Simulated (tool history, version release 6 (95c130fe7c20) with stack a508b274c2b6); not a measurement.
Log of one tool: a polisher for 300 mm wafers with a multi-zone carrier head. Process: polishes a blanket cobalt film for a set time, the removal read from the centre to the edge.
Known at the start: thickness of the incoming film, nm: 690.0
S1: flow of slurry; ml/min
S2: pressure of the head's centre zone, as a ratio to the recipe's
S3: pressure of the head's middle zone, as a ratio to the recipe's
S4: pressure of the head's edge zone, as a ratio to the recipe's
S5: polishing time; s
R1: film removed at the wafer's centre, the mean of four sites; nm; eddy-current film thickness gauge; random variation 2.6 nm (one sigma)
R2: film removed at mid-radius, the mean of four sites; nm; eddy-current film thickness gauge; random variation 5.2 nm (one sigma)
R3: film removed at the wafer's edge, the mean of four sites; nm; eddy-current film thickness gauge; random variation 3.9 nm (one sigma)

run  hour   S1    S2    S3    S4  S5      R1      R2      R3
  1     0  145     1     1     1  51  264.67  234.76  238.75
  2     5  150     1  1.02  1.01  52   273.6  247.14  246.65
  3   7.9  155     1  1.04  1.02  53  280.73  262.22  254.14
  4    12  160  1.01  1.05  1.03  53  284.51  270.29  251.83
  5  14.5  160  1.05  1.05  1.03  53  301.58  264.96  257.04
  6  22.7  160  1.11  1.05  1.03  53   316.5  267.62  258.39
  7  31.2  160  1.11  1.06  1.04  54  321.26  267.95  255.52
  8  35.1  165   1.1  1.06  1.04  55   328.3   278.5  265.16
  9  42.8  170  1.09  1.07  1.05  56  329.35  286.45  272.83

The next listed run, before its measurement:
     45.7  -- centre zone pressure recalibrated
 10  45.7  175  1.09  1.08  1.06  56   ?   ?   ?

R1: 297.78 nm
R2: 286.67 nm
R3: 276.39 nm
